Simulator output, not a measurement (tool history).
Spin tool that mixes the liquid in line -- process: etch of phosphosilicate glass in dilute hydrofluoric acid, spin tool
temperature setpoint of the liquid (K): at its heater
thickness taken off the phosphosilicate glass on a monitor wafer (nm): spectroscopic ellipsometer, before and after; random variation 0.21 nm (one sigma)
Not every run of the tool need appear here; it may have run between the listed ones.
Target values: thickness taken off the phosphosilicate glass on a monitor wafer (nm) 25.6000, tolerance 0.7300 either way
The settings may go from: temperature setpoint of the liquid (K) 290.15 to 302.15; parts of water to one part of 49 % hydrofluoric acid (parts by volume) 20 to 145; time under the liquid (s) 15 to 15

run,day,temperature setpoint of the liquid (K),parts of water to one part of 49 % hydrofluoric acid (parts by volume),time under the liquid (s),thickness taken off the phosphosilicate glass on a monitor wafer (nm)
1,0.000,294.15,80,15,9.6984
2,0.067,294.15,80,15,9.6175
3,0.400,294.15,50,15,16.0740
4,0.621,294.15,50,15,16.2320
5,0.775,294.15,50,15,16.1680
6,0.867,294.15,75,15,10.3820
7,0.921,295.15,70,15,11.6320
8,1.204,295.65,65,15,12.8960
9,1.333,296.15,60,15,14.6120
10,1.629,296.65,60,15,14.5740
11,1.700,297.15,55,15,16.3260
12,1.800,297.65,55,15,16.6840
13,1.975,297.65,55,15,16.5870
14,2.279,298.15,55,15,17.1500
15,2.321,298.65,55,15,17.5940
16,2.421,299.15,55,15,17.7220
17,2.646,299.65,55,15,18.3640
18,2.758,301.15,45,15,23.6720

Exercise: of the 4 proposed moves below, exactly one satisfies all targets within the stated allowed misses. Which move is it?
A,2.871,300.65,40,15,?
B,2.871,299.65,40,15,?
C,2.871,301.15,40,15,?
D,2.871,300.65,50,15,?

move,thickness taken off the phosphosilicate glass on a monitor wafer (nm)
A,26.8580
B,25.7910
C,27.4050
D,21.1760
A: pushes the last run's worst result past its target
B: all results land within tolerance of their targets
C: pushes the last run's worst result past its target
D: misses by more than the last run did
Go with B: it meets all targets.
